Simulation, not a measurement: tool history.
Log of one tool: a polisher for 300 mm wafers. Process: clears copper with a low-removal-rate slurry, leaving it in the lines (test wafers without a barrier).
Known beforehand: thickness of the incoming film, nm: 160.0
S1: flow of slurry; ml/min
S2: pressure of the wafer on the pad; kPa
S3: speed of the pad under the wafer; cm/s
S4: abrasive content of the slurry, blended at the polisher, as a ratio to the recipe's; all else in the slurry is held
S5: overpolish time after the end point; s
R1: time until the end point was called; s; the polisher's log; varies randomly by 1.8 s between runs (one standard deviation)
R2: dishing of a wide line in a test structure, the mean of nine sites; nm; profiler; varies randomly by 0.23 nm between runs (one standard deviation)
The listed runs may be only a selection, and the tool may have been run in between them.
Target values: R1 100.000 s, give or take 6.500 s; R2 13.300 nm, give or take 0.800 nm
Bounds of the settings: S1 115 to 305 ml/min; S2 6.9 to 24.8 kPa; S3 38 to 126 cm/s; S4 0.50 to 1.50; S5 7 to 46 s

{"run": 1, "hour": 0.0, "S1": 195, "S2": 15.9, "S3": 82, "S4": 1.0, "S5": 24, "R1": 73.68, "R2": 33.554}
{"run": 2, "hour": 9.0, "S1": 195, "S2": 15.2, "S3": 82, "S4": 1.0, "S5": 22, "R1": 75.315, "R2": 29.765}
{"run": 3, "hour": 15.7, "S1": 195, "S2": 15.2, "S3": 66, "S4": 1.0, "S5": 22, "R1": 94.935, "R2": 24.053}
{"run": 4, "hour": 21.1, "S1": 195, "S2": 15.2, "S3": 66, "S4": 0.8, "S5": 22, "R1": 96.377, "R2": 23.547}
{"run": 5, "hour": 23.2, "S1": 195, "S2": 15.2, "S3": 66, "S4": 0.8, "S5": 20, "R1": 98.548, "R2": 22.127}
{"run": 6, "hour": 25.9, "S1": 200, "S2": 15.2, "S3": 66, "S4": 0.85, "S5": 18, "R1": 96.821, "R2": 19.983}
{"hour": 29.8, "done": "head pressure recalibrated"}
{"run": 7, "hour": 29.8, "S1": 200, "S2": 15.2, "S3": 66, "S4": 0.85, "S5": 17, "R1": 101.73, "R2": 18.375}
{"run": 8, "hour": 33.9, "S1": 200, "S2": 15.2, "S3": 66, "S4": 0.85, "S5": 16, "R1": 104.97, "R2": 16.896}
{"run": 9, "hour": 36.9, "S1": 200, "S2": 15.2, "S3": 66, "S4": 0.85, "S5": 15, "R1": 105.48, "R2": 15.745}

Which of these 4 next moves meets every target?
{"run": "A", "hour": 39.9, "S1": 245, "S2": 17.2, "S3": 54, "S4": 0.9, "S5": 15, "R1": "?", "R2": "?"}
{"run": "B", "hour": 39.9, "S1": 265, "S2": 13.1, "S3": 66, "S4": 1.0, "S5": 12, "R1": "?", "R2": "?"}
{"run": "C", "hour": 39.9, "S1": 220, "S2": 15.9, "S3": 66, "S4": 0.75, "S5": 12, "R1": "?", "R2": "?"}
{"run": "D", "hour": 39.9, "S1": 190, "S2": 14.5, "S3": 74, "S4": 0.75, "S5": 14, "R1": "?", "R2": "?"}

move=A R1=106.180 R2=15.316
move=B R1=111.170 R2=11.823
move=C R1=99.275 R2=13.207
move=D R1=99.042 R2=15.262
A: closer than the last run, but not yet in spec
B: pushes the last run's worst result past its target
C: each result inside its tolerance
D: closer than the last run, but not yet in spec
C meets every target.
